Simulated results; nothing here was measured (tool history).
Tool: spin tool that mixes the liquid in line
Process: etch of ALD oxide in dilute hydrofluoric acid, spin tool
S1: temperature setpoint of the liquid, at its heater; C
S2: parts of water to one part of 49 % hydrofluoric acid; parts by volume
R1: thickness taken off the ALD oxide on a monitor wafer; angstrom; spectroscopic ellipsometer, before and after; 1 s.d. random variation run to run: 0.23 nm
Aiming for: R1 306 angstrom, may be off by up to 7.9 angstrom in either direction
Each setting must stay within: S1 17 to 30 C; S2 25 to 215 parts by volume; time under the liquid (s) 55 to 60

Run 1, hour 0: S1 22 C, S2 120 parts by volume, time under the liquid (s) 55. Result: R1 91.306 angstrom.
Run 2, hour 5.5: S1 22 C, S2 95 parts by volume, time under the liquid (s) 55. Result: R1 120.45 angstrom.
Run 3, hour 9.4: S1 22 C, S2 95 parts by volume, time under the liquid (s) 60. Result: R1 130.49 angstrom.
Run 4, hour 10: S1 20.5 C, S2 95 parts by volume, time under the liquid (s) 60. Result: R1 120.78 angstrom.
Run 5, hour 15.6: S1 20.5 C, S2 130 parts by volume, time under the liquid (s) 60. Result: R1 86.288 angstrom.
Run 6, hour 20.8: S1 20.5 C, S2 95 parts by volume, time under the liquid (s) 60. Result: R1 122.18 angstrom.
Run 7, hour 29.4: S1 21.5 C, S2 90 parts by volume, time under the liquid (s) 60. Result: R1 134.37 angstrom.
Run 8, hour 31.8: S1 25.5 C, S2 40 parts by volume, time under the liquid (s) 60. Result: R1 377.57 angstrom.
Run 9, hour 32.7: S1 25 C, S2 40 parts by volume, time under the liquid (s) 60. Result: R1 374.77 angstrom.
Run 10, hour 33.9: S1 24.5 C, S2 40 parts by volume, time under the liquid (s) 60. Result: R1 370.71 angstrom.
Run 11, hour 37.7: S1 24 C, S2 40 parts by volume, time under the liquid (s) 60. Result: R1 361.36 angstrom.
Run 12, hour 45.2: S1 23.5 C, S2 40 parts by volume, time under the liquid (s) 60. Result: R1 349.32 angstrom.
Run 13, hour 47.7: S1 23 C, S2 40 parts by volume, time under the liquid (s) 60. Result: R1 349.98 angstrom.
Run 14, hour 48.4: S1 22.5 C, S2 40 parts by volume, time under the liquid (s) 60. Result: R1 335.58 angstrom.
Run 15, hour 56.9: S1 21.5 C, S2 40 parts by volume, time under the liquid (s) 60. Result: R1 323.4 angstrom.

Which one of the following 5 next-run settings gets every result inside its allowed miss? There is exactly one.
Run A, hour 65.4: S1 23 C, S2 45 parts by volume, time under the liquid (s) 60. Result: R1 ?.
Run B, hour 65.4: S1 22.5 C, S2 40 parts by volume, time under the liquid (s) 60. Result: R1 ?.
Run C, hour 65.4: S1 22 C, S2 45 parts by volume, time under the liquid (s) 60. Result: R1 ?.
Run D, hour 65.4: S1 22 C, S2 40 parts by volume, time under the liquid (s) 60. Result: R1 ?.
Run E, hour 65.4: S1 21.5 C, S2 35 parts by volume, time under the liquid (s) 55. Result: R1 ?.

move      R1
   A  307.41
   B  340.88
   C  294.82
   D  333.79
   E  344.54
A: hits every target within its allowed miss
B: its largest miss is bigger than the last run's
C: takes the result that was furthest off past its target
D: its largest miss is bigger than the last run's
E: its largest miss is bigger than the last run's
Go with A: it meets all targets.

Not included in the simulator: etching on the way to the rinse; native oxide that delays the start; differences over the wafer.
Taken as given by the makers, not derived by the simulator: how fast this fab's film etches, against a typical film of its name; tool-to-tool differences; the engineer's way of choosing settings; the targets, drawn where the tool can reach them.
